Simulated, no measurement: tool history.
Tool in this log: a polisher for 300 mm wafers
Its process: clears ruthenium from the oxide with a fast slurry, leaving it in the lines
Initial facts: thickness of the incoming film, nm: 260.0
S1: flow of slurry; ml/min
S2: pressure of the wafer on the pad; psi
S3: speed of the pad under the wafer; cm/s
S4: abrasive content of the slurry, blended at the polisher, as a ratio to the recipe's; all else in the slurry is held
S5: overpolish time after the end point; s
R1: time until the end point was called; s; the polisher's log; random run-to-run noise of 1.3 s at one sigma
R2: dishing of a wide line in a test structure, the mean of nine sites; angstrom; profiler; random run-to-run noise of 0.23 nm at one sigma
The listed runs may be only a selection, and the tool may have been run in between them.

Run 1, day 0: S1 155 ml/min, S2 2.4 psi, S3 96 cm/s, S4 1, S5 10 s. Result: R1 74.142 s, R2 257.73 angstrom.
Run 2, day 0.075: S1 155 ml/min, S2 2.4 psi, S3 108 cm/s, S4 1, S5 10 s. Result: R1 66.361 s, R2 292.35 angstrom.
Run 3, day 0.121: S1 155 ml/min, S2 2.4 psi, S3 128 cm/s, S4 1, S5 10 s. Result: R1 55.742 s, R2 341.7 angstrom.
Run 4, day 0.271: S1 155 ml/min, S2 2.9 psi, S3 128 cm/s, S4 1, S5 10 s. Result: R1 47.495 s, R2 400.72 angstrom.
Run 5, day 0.55: S1 140 ml/min, S2 2.9 psi, S3 128 cm/s, S4 1, S5 10 s. Result: R1 49.177 s, R2 376.73 angstrom.
Run 6, day 0.667: S1 140 ml/min, S2 2.9 psi, S3 128 cm/s, S4 1, S5 6 s. Result: R1 50.231 s, R2 238.24 angstrom.

Run 7 comes next. What will it give?
Run 7, day 0.988: S1 130 ml/min, S2 2.3 psi, S3 124 cm/s, S4 1, S5 6 s. Result: R1 ?, R2 ?.

{"run 7": {"R1": 62.323, "R2": 194.37}}
